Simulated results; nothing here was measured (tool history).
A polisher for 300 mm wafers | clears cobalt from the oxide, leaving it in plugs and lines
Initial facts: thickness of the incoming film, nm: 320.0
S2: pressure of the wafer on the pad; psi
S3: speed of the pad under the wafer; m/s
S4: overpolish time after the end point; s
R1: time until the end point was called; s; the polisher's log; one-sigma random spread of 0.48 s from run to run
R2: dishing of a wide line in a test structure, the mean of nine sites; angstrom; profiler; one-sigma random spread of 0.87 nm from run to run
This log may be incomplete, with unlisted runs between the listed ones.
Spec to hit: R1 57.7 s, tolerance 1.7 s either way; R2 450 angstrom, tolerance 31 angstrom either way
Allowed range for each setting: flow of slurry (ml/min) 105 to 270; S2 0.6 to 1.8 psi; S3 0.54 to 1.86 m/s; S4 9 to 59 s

{"run": 1, "hour": 0.0, "flow of slurry (ml/min)": 175, "S2": 1.2, "S3": 1.18, "S4": 30, "R1": 96.014, "R2": 376.87}
{"run": 2, "hour": 6.5, "flow of slurry (ml/min)": 175, "S2": 1, "S3": 1.18, "S4": 30, "R1": 115.95, "R2": 365.92}
{"run": 3, "hour": 10.3, "flow of slurry (ml/min)": 135, "S2": 1, "S3": 1.18, "S4": 30, "R1": 121.59, "R2": 358.84}
{"run": 4, "hour": 18.0, "flow of slurry (ml/min)": 135, "S2": 1, "S3": 1.04, "S4": 30, "R1": 136.1, "R2": 332.41}
{"run": 5, "hour": 26.5, "flow of slurry (ml/min)": 135, "S2": 1, "S3": 1.26, "S4": 30, "R1": 113.67, "R2": 369.38}
{"run": 6, "hour": 30.9, "flow of slurry (ml/min)": 155, "S2": 1.2, "S3": 1.26, "S4": 31, "R1": 92.807, "R2": 388.86}
{"run": 7, "hour": 37.9, "flow of slurry (ml/min)": 205, "S2": 1.5, "S3": 1.28, "S4": 36, "R1": 70.533, "R2": 429.68}
{"run": 8, "hour": 38.8, "flow of slurry (ml/min)": 210, "S2": 1.6, "S3": 1.28, "S4": 36, "R1": 66.145, "R2": 445.75}
{"run": 9, "hour": 46.4, "flow of slurry (ml/min)": 215, "S2": 1.7, "S3": 1.28, "S4": 35, "R1": 61.473, "R2": 444.86}
{"run": 10, "hour": 53.9, "flow of slurry (ml/min)": 220, "S2": 1.7, "S3": 1.28, "S4": 35, "R1": 61.301, "R2": 441.05}

Exercise: of the 5 proposed moves below, exactly one satisfies all targets within the stated allowed misses. Which move is it?
{"run": "A", "hour": 61.4, "flow of slurry (ml/min)": 200, "S2": 1.7, "S3": 1.2, "S4": 34, "R1": "?", "R2": "?"}
{"run": "B", "hour": 61.4, "flow of slurry (ml/min)": 165, "S2": 1.5, "S3": 1.62, "S4": 38, "R1": "?", "R2": "?"}
{"run": "C", "hour": 61.4, "flow of slurry (ml/min)": 160, "S2": 1.5, "S3": 1.42, "S4": 31, "R1": "?", "R2": "?"}
{"run": "D", "hour": 61.4, "flow of slurry (ml/min)": 185, "S2": 1.8, "S3": 1.44, "S4": 40, "R1": "?", "R2": "?"}
{"run": "E", "hour": 61.4, "flow of slurry (ml/min)": 200, "S2": 1.7, "S3": 1.4, "S4": 16, "R1": "?", "R2": "?"}

move=A R1=67.04 R2=447.96
move=B R1=58.285 R2=458.95
move=C R1=66.65 R2=441.69
move=D R1=53.699 R2=462.19
move=E R1=57.706 R2=383.53
A: its largest miss is bigger than the last run's
B: all results land within tolerance of their targets
C: its largest miss is bigger than the last run's
D: carries the result that was furthest off beyond its target, to the other side
E: puts the biggest miss on target and leaves a different result outside tolerance
B meets every target.
